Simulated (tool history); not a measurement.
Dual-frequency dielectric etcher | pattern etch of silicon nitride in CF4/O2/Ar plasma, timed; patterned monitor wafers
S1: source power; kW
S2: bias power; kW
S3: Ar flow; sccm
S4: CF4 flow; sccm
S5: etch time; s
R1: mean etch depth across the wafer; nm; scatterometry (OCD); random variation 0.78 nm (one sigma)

run,hour,S1,S2,S3,S4,S5,R1
1,0.0,0.660,0.054,124,130,90.0,217.76
2,2.4,0.660,0.046,124,130,90.0,207.93
3,8.8,0.690,0.046,124,130,90.0,219.44
4,10.0,0.690,0.046,124,109,90.0,212.86
5,18.7,0.720,0.046,124,109,90.0,222.86
6,21.0,0.720,0.042,124,109,90.0,217.62
7,24.3,0.720,0.042,124,109,90.0,217.04
8,30.3,0.750,0.042,124,109,90.0,227.08

Run 9 comes next. What will it give?
9,32.1,0.750,0.042,124,109,90.0,?

{"run 9": {"R1": 227.73}}

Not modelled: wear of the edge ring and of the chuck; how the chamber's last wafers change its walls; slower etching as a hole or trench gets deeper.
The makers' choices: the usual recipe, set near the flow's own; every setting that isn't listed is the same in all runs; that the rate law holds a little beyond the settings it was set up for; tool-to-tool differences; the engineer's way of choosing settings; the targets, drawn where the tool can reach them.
